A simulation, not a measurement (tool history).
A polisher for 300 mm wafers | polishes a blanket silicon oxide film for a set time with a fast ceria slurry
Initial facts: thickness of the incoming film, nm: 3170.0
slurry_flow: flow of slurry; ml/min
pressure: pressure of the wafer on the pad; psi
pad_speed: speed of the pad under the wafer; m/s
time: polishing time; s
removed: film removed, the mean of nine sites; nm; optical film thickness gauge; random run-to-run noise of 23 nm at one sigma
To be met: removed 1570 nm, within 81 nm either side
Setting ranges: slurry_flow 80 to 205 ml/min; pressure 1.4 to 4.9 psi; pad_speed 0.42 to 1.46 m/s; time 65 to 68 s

run 1 hour=0 | slurry_flow=135 pressure=3.1 pad_speed=0.94 time=65 | removed=891.27
run 2 hour=1.1 | slurry_flow=135 pressure=3.5 pad_speed=0.96 time=65 | removed=1036.4
run 3 hour=3.3 | slurry_flow=135 pressure=2.8 pad_speed=0.96 time=65 | removed=810.58
run 4 hour=8.3 | slurry_flow=135 pressure=2.8 pad_speed=0.96 time=65 | removed=825.4
run 5 hour=13.1 | slurry_flow=135 pressure=2.2 pad_speed=0.96 time=65 | removed=647.61
run 6 hour=17.4 | slurry_flow=135 pressure=2.2 pad_speed=0.96 time=68 | removed=689.29
run 7 hour=21.7 | slurry_flow=135 pressure=2.8 pad_speed=0.98 time=68 | removed=874.45
run 8 hour=27.3 | slurry_flow=135 pressure=3.2 pad_speed=1 time=68 | removed=1015.8
run 9 hour=33.1 | slurry_flow=135 pressure=3.5 pad_speed=1 time=68 | removed=1114
run 10 hour=40.3 | slurry_flow=135 pressure=3.8 pad_speed=1 time=68 | removed=1168.9
run 11 hour=48.3 | slurry_flow=135 pressure=4.1 pad_speed=1 time=68 | removed=1279.4
run 12 hour=53.9 | slurry_flow=135 pressure=4.3 pad_speed=1 time=68 | removed=1356.8
run 13 hour=54.7 | slurry_flow=135 pressure=4.4 pad_speed=1 time=68 | removed=1343

Consider the 4 candidate settings below. Which is the only one whose results all fall within their allowed miss of target?
run A hour=55.5 | slurry_flow=135 pressure=4.1 pad_speed=1.3 time=68 | removed=?
run B hour=55.5 | slurry_flow=130 pressure=4.9 pad_speed=1.18 time=68 | removed=?
run C hour=55.5 | slurry_flow=145 pressure=4 pad_speed=1.18 time=68 | removed=?
run D hour=55.5 | slurry_flow=125 pressure=4.5 pad_speed=0.76 time=65 | removed=?

move=A removed=1520.5
move=B removed=1676
move=C removed=1402.7
move=D removed=1092.3
A: every result within its allowed miss
B: carries the result that was furthest off beyond its target, to the other side
C: better than the last run, though not everything is in spec
D: misses by more than the last run did
The right move is A.
